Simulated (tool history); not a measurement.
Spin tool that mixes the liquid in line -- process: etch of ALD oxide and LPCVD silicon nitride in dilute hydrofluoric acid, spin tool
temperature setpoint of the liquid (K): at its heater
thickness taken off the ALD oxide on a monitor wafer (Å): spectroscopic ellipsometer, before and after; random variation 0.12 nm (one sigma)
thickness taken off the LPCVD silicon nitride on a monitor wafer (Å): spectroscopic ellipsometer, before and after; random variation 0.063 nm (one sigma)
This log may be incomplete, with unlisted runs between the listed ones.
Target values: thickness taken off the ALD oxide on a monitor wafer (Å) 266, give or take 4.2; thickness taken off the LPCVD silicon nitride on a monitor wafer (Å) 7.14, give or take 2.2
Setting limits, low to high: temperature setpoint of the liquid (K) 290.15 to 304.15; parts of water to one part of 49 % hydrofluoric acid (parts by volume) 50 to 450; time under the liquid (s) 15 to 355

run,hour,temperature setpoint of the liquid (K),parts of water to one part of 49 % hydrofluoric acid (parts by volume),time under the liquid (s),thickness taken off the ALD oxide on a monitor wafer (Å),thickness taken off the LPCVD silicon nitride on a monitor wafer (Å)
1,0,296.15,250,180,121.92,3.0304
2,8.1,298.15,220,180,151.77,3.8835
3,9.1,299.65,200,180,181.59,4.3792
4,16.8,299.65,200,255,257.75,5.7891
5,25.1,301.65,200,255,276.36,7.0029
6,26.4,301.15,200,255,274.48,7.8974
# hour 28.9: thermometer replaced
7,28.9,300.65,200,255,287.21,7.522
8,37.2,300.15,200,255,284.08,6.4618

Which of these 5 next moves meets every target?
A,45.5,303.65,265,315,?,?
B,45.5,298.65,180,255,?,?
C,45.5,290.65,175,325,?,?
D,45.5,294.15,145,235,?,?
E,45.5,301.15,255,315,?,?

move,thickness taken off the ALD oxide on a monitor wafer (Å),thickness taken off the LPCVD silicon nitride on a monitor wafer (Å)
A,273.59,7.4223
B,302.01,6.5684
C,292.42,5.1053
D,302.42,5.602
E,264.52,6.6648
A: moves toward the targets from the last run without getting all of them in spec
B: moves away from the targets compared with the last run
C: moves away from the targets compared with the last run
D: moves away from the targets compared with the last run
E: every result lands within tolerance
Correct choice: E, which meets every target
